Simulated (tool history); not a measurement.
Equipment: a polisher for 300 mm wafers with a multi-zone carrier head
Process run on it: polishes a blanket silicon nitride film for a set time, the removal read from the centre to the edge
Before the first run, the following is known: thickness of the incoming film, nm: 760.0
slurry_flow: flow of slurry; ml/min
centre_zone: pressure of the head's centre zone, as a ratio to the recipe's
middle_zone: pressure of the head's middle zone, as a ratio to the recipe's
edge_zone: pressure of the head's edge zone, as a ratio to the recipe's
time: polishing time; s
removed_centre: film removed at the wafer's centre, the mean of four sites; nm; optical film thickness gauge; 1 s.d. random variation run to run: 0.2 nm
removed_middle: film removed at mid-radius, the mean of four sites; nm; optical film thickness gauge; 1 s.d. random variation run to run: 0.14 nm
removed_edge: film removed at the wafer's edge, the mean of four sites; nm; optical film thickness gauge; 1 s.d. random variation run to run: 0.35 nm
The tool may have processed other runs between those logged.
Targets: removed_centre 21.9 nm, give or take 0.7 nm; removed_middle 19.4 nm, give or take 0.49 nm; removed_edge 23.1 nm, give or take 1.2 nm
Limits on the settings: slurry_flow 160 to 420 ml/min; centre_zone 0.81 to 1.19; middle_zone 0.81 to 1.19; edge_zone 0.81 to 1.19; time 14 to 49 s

| run | hour | slurry_flow | centre_zone | middle_zone | edge_zone | time | removed_centre | removed_middle | removed_edge |
|---|---|---|---|---|---|---|---|---|---|
| 1 | 0 | 270 | 1 | 1 | 1 | 31 | 40.691 | 38.45 | 39.944 |
| 2 | 6.3 | 265 | 0.99 | 0.97 | 0.99 | 29 | 37.945 | 35.639 | 37.313 |
| 3 | 8.6 | 265 | 0.99 | 0.94 | 0.99 | 29 | 37.148 | 34.414 | 36.715 |
| 4 | 9.4 | 265 | 0.99 | 0.94 | 0.99 | 23 | 28.941 | 27.083 | 29.62 |
| 5 | 12.2 | 260 | 0.99 | 0.92 | 0.99 | 22 | 27.806 | 25.659 | 28.185 |
| 6 | 18.6 | 260 | 0.99 | 0.92 | 0.99 | 18 | 23.266 | 20.892 | 23.313 |
| 7 | 21.8 | 255 | 0.99 | 0.91 | 0.99 | 18 | 22.887 | 20.58 | 22.955 |
| 8 | 28.9 | 250 | 0.99 | 0.9 | 1 | 18 | 23.077 | 20.485 | 22.795 |
| 9 | 33.1 | 250 | 0.98 | 0.89 | 1.01 | 18 | 22.671 | 20.207 | 22.57 |
| 10 | 35.6 | 260 | 0.97 | 0.88 | 1.02 | 18 | 22.334 | 19.821 | 23.57 |

Exercise: of the 5 proposed moves below, exactly one satisfies all targets within the stated allowed misses. Which move is it?
| A | 38.1 | 290 | 0.99 | 0.89 | 0.99 | 18 | ? | ? | ? |
| B | 38.1 | 260 | 0.9 | 0.87 | 1.01 | 19 | ? | ? | ? |
| C | 38.1 | 225 | 0.97 | 0.87 | 1.06 | 18 | ? | ? | ? |
| D | 38.1 | 225 | 1.01 | 0.93 | 0.99 | 18 | ? | ? | ? |
| E | 38.1 | 225 | 1.04 | 0.87 | 1 | 18 | ? | ? | ? |

| move | removed_centre | removed_middle | removed_edge |
|---|---|---|---|
| A | 23.297 | 20.782 | 23.389 |
| B | 22.023 | 21.264 | 24.692 |
| C | 22.014 | 19.743 | 23.601 |
| D | 22.939 | 20.864 | 22.808 |
| E | 23.616 | 19.737 | 22.937 |
A: lands further from the targets than the last run did
B: lands further from the targets than the last run did
C: hits every target within its allowed miss
D: lands further from the targets than the last run did
E: the furthest-off result lands on target, but another misses its tolerance
The move that meets every target is C.

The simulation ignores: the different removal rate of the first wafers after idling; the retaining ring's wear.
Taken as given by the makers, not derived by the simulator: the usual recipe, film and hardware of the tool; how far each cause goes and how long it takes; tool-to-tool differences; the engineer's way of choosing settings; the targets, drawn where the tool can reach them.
